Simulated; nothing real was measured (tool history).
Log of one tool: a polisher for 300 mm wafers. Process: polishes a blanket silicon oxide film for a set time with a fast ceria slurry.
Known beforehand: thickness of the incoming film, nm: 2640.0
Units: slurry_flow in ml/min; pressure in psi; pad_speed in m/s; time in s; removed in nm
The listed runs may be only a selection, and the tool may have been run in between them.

run,hour,slurry_flow,pressure,pad_speed,time,removed
1,0.0,195,3.5,0.84,31,492.80
2,5.9,195,3.5,0.84,31,490.42
3,11.2,245,3.5,0.84,31,508.28
4,15.6,245,2.9,0.84,31,430.34
5,19.6,250,3.3,0.84,31,483.84
6,23.0,250,3.3,0.92,31,518.16
7,31.8,255,3.6,0.92,31,567.42

Estimate the outcome of run 8 from the log above:
8,34.4,260,3.8,0.92,31,?

{"run 8": {"removed": 601.27}}

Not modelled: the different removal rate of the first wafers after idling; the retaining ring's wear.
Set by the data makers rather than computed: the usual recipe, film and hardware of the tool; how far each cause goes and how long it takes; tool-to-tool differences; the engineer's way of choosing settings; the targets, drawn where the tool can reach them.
